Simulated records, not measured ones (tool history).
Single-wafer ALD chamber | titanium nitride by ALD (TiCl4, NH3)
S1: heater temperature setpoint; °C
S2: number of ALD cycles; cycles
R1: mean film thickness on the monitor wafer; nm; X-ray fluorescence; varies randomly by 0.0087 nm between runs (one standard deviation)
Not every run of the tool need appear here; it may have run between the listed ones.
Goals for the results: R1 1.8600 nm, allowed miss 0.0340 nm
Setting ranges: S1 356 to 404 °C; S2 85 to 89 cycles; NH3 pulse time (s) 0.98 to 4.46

{"run": 1, "hour": 0.0, "S1": 380, "S2": 89, "NH3 pulse time (s)": 2.72, "R1": 2.01}
{"run": 2, "hour": 0.5, "S1": 380, "S2": 85, "NH3 pulse time (s)": 2.72, "R1": 1.934}
{"run": 3, "hour": 7.7, "S1": 380, "S2": 85, "NH3 pulse time (s)": 3.49, "R1": 1.9473}
{"run": 4, "hour": 11.2, "S1": 389, "S2": 85, "NH3 pulse time (s)": 3.49, "R1": 1.9626}
{"run": 5, "hour": 17.6, "S1": 385, "S2": 85, "NH3 pulse time (s)": 3.18, "R1": 1.9584}
{"run": 6, "hour": 20.0, "S1": 389, "S2": 85, "NH3 pulse time (s)": 3.18, "R1": 1.9382}
{"run": 7, "hour": 26.6, "S1": 390, "S2": 85, "NH3 pulse time (s)": 2.92, "R1": 1.9774}
{"run": 8, "hour": 35.2, "S1": 378, "S2": 85, "NH3 pulse time (s)": 3.79, "R1": 1.9647}
{"run": 9, "hour": 36.6, "S1": 376, "S2": 85, "NH3 pulse time (s)": 3.4, "R1": 1.9533}
{"run": 10, "hour": 42.9, "S1": 373, "S2": 85, "NH3 pulse time (s)": 3.06, "R1": 1.9476}
{"run": 11, "hour": 50.0, "S1": 371, "S2": 85, "NH3 pulse time (s)": 2.77, "R1": 1.9089}
{"run": 12, "hour": 53.7, "S1": 370, "S2": 85, "NH3 pulse time (s)": 2.66, "R1": 1.902}
{"run": 13, "hour": 62.2, "S1": 369, "S2": 85, "NH3 pulse time (s)": 2.57, "R1": 1.8942}

Which single option among these 4 for the next run brings every result within its allowed miss of target? Just one does.
{"run": "A", "hour": 70.7, "S1": 356, "S2": 89, "NH3 pulse time (s)": 3.16, "R1": "?"}
{"run": "B", "hour": 70.7, "S1": 365, "S2": 89, "NH3 pulse time (s)": 2.61, "R1": "?"}
{"run": "C", "hour": 70.7, "S1": 391, "S2": 87, "NH3 pulse time (s)": 1.8, "R1": "?"}
{"run": "D", "hour": 70.7, "S1": 369, "S2": 85, "NH3 pulse time (s)": 2.14, "R1": "?"}

move=A R1=1.9856
move=B R1=1.9810
move=C R1=1.9519
move=D R1=1.8725
A: moves away from the targets compared with the last run
B: moves away from the targets compared with the last run
C: moves away from the targets compared with the last run
D: each result inside its tolerance
The move that meets every target is D.
